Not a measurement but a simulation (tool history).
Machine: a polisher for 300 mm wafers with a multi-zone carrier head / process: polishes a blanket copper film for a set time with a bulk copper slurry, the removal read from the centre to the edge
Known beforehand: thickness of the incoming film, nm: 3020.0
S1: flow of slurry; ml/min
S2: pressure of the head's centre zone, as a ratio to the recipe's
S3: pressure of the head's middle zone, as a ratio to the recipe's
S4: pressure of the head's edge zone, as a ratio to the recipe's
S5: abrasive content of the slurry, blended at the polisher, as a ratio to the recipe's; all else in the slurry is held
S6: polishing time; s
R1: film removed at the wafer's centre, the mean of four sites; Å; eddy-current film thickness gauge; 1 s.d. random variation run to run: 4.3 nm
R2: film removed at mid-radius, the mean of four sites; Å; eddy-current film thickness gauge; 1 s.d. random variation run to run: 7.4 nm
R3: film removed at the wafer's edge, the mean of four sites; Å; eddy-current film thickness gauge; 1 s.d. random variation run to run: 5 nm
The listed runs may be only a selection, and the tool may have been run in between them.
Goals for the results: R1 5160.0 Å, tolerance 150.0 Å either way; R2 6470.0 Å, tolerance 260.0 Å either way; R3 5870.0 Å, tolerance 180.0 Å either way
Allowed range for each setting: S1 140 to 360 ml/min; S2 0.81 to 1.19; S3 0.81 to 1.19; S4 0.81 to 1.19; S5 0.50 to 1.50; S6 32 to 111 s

run,hour,S1,S2,S3,S4,S5,S6,R1,R2,R3
1,0.0,230,1.00,1.00,1.00,1.00,71,4562.8,4732.9,4468.8
2,7.4,230,1.00,1.00,1.00,0.80,71,4428.2,4465.5,4281.8
3,9.8,230,1.00,1.00,0.96,0.80,71,4378.9,4410.7,4257.8
4,14.4,230,1.00,1.00,0.96,0.95,71,4597.9,4620.2,4332.8
5,23.0,230,1.00,1.00,0.96,0.85,71,4381.8,4625.1,4293.8
6,28.1,230,0.94,1.02,1.00,1.05,75,4620.3,5058.7,4767.6
7,30.6,240,0.92,1.05,1.05,1.20,76,4786.5,5451.9,5145.6
8,39.1,240,0.92,1.05,1.05,1.20,76,4780.1,5437.1,5139.2
9,44.0,290,0.92,1.15,1.15,1.45,77,5294.0,6319.7,5688.8

Exercise: of the 5 proposed moves below, exactly one satisfies all targets within the stated allowed misses. Which move is it?
A,48.9,350,0.89,1.14,1.18,1.20,81,?,?,?
B,48.9,265,0.96,1.15,1.08,1.50,77,?,?,?
C,48.9,295,0.94,1.06,1.17,1.50,77,?,?,?
D,48.9,300,0.93,1.14,1.13,1.50,78,?,?,?
E,48.9,275,0.91,1.02,1.19,1.50,81,?,?,?

move,R1,R2,R3
A,5193.5,6510.1,5783.9
B,5396.8,6369.6,5450.6
C,5358.4,6010.6,5691.7
D,5387.5,6491.9,5683.6
E,5421.8,6074.2,5999.2
A: in spec on every target
B: further off than the last run
C: gets the furthest-off result to its target, but another result is out of tolerance
D: further off than the last run
E: gets the furthest-off result to its target, but another result is out of tolerance
The move that meets every target is A.

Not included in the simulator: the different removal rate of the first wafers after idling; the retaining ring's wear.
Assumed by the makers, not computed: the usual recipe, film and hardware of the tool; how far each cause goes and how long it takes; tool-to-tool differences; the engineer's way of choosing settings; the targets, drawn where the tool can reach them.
